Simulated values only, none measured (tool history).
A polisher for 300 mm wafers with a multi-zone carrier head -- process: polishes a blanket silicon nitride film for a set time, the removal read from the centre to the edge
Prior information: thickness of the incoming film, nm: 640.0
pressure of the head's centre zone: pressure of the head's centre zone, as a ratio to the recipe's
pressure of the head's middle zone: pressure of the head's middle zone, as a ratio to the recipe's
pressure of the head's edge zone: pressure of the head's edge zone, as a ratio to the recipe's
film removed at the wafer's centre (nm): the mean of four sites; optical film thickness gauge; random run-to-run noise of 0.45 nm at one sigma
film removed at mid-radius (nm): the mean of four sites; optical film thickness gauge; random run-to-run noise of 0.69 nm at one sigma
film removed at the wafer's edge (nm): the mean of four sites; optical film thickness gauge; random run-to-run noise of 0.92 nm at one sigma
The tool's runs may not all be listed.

run	hour	flow of slurry (ml/min)	pressure of the head's centre zone	pressure of the head's middle zone	pressure of the head's edge zone	polishing time (s)	film removed at the wafer's centre (nm)	film removed at mid-radius (nm)	film removed at the wafer's edge (nm)
1	0	160	1	1	1	43	80.58	72.404	74.665
2	8	160	1	1	1	48	89.065	80.812	83.153
3	16.1	160	1	1	1	40	74.47	67.834	69.182
4	22.1	160	1	0.94	1	40	74.673	63.97	68.641
5	26	160	1	0.94	1	44	81.837	69.273	74.535
6	27.5	160	1	0.94	1	48	89.457	76.286	83.364
7	36	150	0.96	0.93	0.99	48	85.013	75.676	81.711
8	42.2	145	0.93	0.92	1	47	79.629	72.802	78.86
9	43.5	140	0.91	0.91	1.01	47	78.56	71.651	80.479
10	48.6	135	0.89	0.91	1.01	47	75.629	71.606	79.173
11	57.5	130	0.87	0.91	1.01	47	72.701	70.068	78.794
12	58.9	125	0.86	0.91	1	47	71.614	69.454	77.257
13	63.8	120	0.85	0.91	1	47	69.631	67.518	76.445
14	67.6	120	0.85	0.91	1	47	70.108	69.514	77.443
15	72.6	115	0.84	0.91	1	47	69.632	69.671	76.097
16	81.2	100	0.81	0.9	1.05	46	62.781	63.847	76.6
17	87.1	100	0.81	0.9	1.05	46	62.17	64.168	74.377

Forecast run 18:
18	88.8	105	0.81	0.9	1.05	46	?	?	?

Run 18 gave film removed at the wafer's centre (nm) 63.687, film removed at mid-radius (nm) 64.681, film removed at the wafer's edge (nm) 75.483.
